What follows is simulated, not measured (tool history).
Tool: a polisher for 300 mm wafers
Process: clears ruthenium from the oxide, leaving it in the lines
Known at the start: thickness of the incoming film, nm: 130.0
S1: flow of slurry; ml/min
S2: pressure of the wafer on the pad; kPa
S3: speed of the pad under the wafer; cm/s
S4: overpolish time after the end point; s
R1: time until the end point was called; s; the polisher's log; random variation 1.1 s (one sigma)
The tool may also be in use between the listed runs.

run,hour,S1,S2,S3,S4,R1
1,0,255,17.9,126,13,69.618
2,1.8,255,17.9,126,13,69.886
3,7.9,255,16.5,124,13,76.272
4,13.4,255,15.9,122,13,82.033
5,16,315,15.9,122,13,80.487
6,19.2,315,15.2,122,13,82.788
7,27,315,14.5,122,13,86.781
8,34.2,315,13.8,122,13,90.411
9,41.6,315,13.1,122,13,95.372
10,50.4,315,12.4,122,13,99.647
11,54.1,315,11.7,122,13,105.45
12,60.7,310,11.7,122,13,106.1
13,63.3,290,8.3,122,13,148.04
14,69.2,300,8.3,122,13,148.95
15,77.8,310,8.3,122,13,147.44
16,84.9,315,8.3,122,13,149.44

Run 17 comes next. What will it give?
17,91.8,320,8.3,122,13,?

R1: 147.5 s
